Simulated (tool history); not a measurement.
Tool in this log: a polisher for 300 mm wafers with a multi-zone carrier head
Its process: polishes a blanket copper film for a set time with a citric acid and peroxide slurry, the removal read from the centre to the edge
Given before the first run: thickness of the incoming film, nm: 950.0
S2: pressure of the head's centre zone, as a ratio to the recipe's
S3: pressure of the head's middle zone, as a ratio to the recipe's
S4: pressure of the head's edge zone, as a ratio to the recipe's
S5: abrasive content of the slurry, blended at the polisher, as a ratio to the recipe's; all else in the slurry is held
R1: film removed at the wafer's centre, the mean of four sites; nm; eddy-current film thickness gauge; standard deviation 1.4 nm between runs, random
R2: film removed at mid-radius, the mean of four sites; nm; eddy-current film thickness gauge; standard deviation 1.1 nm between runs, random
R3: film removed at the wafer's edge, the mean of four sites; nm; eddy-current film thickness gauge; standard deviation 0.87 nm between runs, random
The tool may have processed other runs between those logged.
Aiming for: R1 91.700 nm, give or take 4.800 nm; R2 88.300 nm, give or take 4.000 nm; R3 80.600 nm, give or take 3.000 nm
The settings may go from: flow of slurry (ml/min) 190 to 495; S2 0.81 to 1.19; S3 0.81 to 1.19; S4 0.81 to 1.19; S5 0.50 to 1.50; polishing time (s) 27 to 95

{"run": 1, "day": 0.0, "flow of slurry (ml/min)": 320, "S2": 1.0, "S3": 1.0, "S4": 1.0, "S5": 1.0, "polishing time (s)": 61, "R1": 102.01, "R2": 100.49, "R3": 103.49}
{"run": 2, "day": 0.112, "flow of slurry (ml/min)": 350, "S2": 1.0, "S3": 1.0, "S4": 1.0, "S5": 1.0, "polishing time (s)": 61, "R1": 103.32, "R2": 99.776, "R3": 104.66}
{"run": 3, "day": 0.221, "flow of slurry (ml/min)": 350, "S2": 1.06, "S3": 1.0, "S4": 1.0, "S5": 1.0, "polishing time (s)": 61, "R1": 110.41, "R2": 102.78, "R3": 102.42}
{"run": 4, "day": 0.462, "flow of slurry (ml/min)": 350, "S2": 1.06, "S3": 1.0, "S4": 0.99, "S5": 0.95, "polishing time (s)": 60, "R1": 106.95, "R2": 97.204, "R3": 101.12}
{"run": 5, "day": 0.742, "flow of slurry (ml/min)": 345, "S2": 1.07, "S3": 1.02, "S4": 0.98, "S5": 0.95, "polishing time (s)": 59, "R1": 105.98, "R2": 98.763, "R3": 98.951}
{"run": 6, "day": 0.771, "flow of slurry (ml/min)": 345, "S2": 1.08, "S3": 1.03, "S4": 0.97, "S5": 0.9, "polishing time (s)": 58, "R1": 104.62, "R2": 95.092, "R3": 95.333}
{"run": 7, "day": 0.946, "flow of slurry (ml/min)": 345, "S2": 1.08, "S3": 1.05, "S4": 0.96, "S5": 0.9, "polishing time (s)": 57, "R1": 101.86, "R2": 95.141, "R3": 93.055}
{"run": 8, "day": 1.096, "flow of slurry (ml/min)": 345, "S2": 1.08, "S3": 1.06, "S4": 0.95, "S5": 0.9, "polishing time (s)": 57, "R1": 103.75, "R2": 98.615, "R3": 92.913}
{"run": 9, "day": 1.467, "flow of slurry (ml/min)": 345, "S2": 1.08, "S3": 1.06, "S4": 0.94, "S5": 0.85, "polishing time (s)": 57, "R1": 100.42, "R2": 97.217, "R3": 91.508}
{"run": 10, "day": 1.788, "flow of slurry (ml/min)": 345, "S2": 1.08, "S3": 1.06, "S4": 0.93, "S5": 0.8, "polishing time (s)": 57, "R1": 99.091, "R2": 95.238, "R3": 90.084}
{"run": 11, "day": 1.962, "flow of slurry (ml/min)": 345, "S2": 1.08, "S3": 1.06, "S4": 0.92, "S5": 0.8, "polishing time (s)": 57, "R1": 101.69, "R2": 95.335, "R3": 89.475}
{"run": 12, "day": 2.271, "flow of slurry (ml/min)": 345, "S2": 1.07, "S3": 1.06, "S4": 0.91, "S5": 0.75, "polishing time (s)": 57, "R1": 99.242, "R2": 94.823, "R3": 88.359}
{"run": 13, "day": 2.567, "flow of slurry (ml/min)": 345, "S2": 1.07, "S3": 1.06, "S4": 0.9, "S5": 0.75, "polishing time (s)": 57, "R1": 100.21, "R2": 96.748, "R3": 88.836}

5 next moves are on the table. One of them brings every result within its allowed miss. Which?
{"run": "A", "day": 2.862, "flow of slurry (ml/min)": 370, "S2": 0.94, "S3": 1.05, "S4": 1.08, "S5": 0.9, "polishing time (s)": 58, "R1": "?", "R2": "?", "R3": "?"}
{"run": "B", "day": 2.862, "flow of slurry (ml/min)": 370, "S2": 1.01, "S3": 0.94, "S4": 0.81, "S5": 0.9, "polishing time (s)": 64, "R1": "?", "R2": "?", "R3": "?"}
{"run": "C", "day": 2.862, "flow of slurry (ml/min)": 350, "S2": 1.1, "S3": 1.08, "S4": 0.92, "S5": 0.8, "polishing time (s)": 51, "R1": "?", "R2": "?", "R3": "?"}
{"run": "D", "day": 2.862, "flow of slurry (ml/min)": 325, "S2": 0.84, "S3": 1.19, "S4": 0.87, "S5": 0.9, "polishing time (s)": 59, "R1": "?", "R2": "?", "R3": "?"}
{"run": "E", "day": 2.862, "flow of slurry (ml/min)": 320, "S2": 1.16, "S3": 1.11, "S4": 0.81, "S5": 1.05, "polishing time (s)": 57, "R1": "?", "R2": "?", "R3": "?"}

move=A R1=90.365 R2=99.058 R3=101.100
move=B R1=106.630 R2=99.569 R3=97.648
move=C R1=90.242 R2=87.289 R3=80.595
move=D R1=81.756 R2=111.020 R3=91.805
move=E R1=109.420 R2=103.060 R3=87.921
A: misses by more than the last run did
B: misses by more than the last run did
C: every result within its allowed miss
D: misses by more than the last run did
E: misses by more than the last run did
C meets every target.
